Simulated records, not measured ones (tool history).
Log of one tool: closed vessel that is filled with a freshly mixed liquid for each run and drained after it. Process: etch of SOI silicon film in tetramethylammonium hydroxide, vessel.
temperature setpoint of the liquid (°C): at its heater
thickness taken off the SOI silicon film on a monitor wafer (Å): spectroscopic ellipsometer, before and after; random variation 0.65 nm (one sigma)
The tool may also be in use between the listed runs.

run  hour  temperature setpoint of the liquid (°C)  concentration of hydroxide in the mixed liquid (% by weight)  time in the liquid (s)  thickness taken off the SOI silicon film on a monitor wafer (Å)
  1     0                                       63                                                          18.5                      30                                                           1125.5
  2   4.9                                     61.5                                                          18.5                      30                                                           1027.4
  3   8.4                                     61.5                                                          18.5                      30                                                             1030
  4  15.6                                     60.5                                                          18.5                      30                                                           957.59
  5  16.8                                     60.5                                                            16                      30                                                           1026.5
  6  24.9                                     60.5                                                          12.5                      30                                                           1150.9
  7  30.2                                       59                                                          12.5                      30                                                           1040.6

The next listed run, before its measurement:
  8  34.8                                       58                                                          12.5                      30                                                                ?

Run 8 gave thickness taken off the SOI silicon film on a monitor wafer (Å) 972.63.
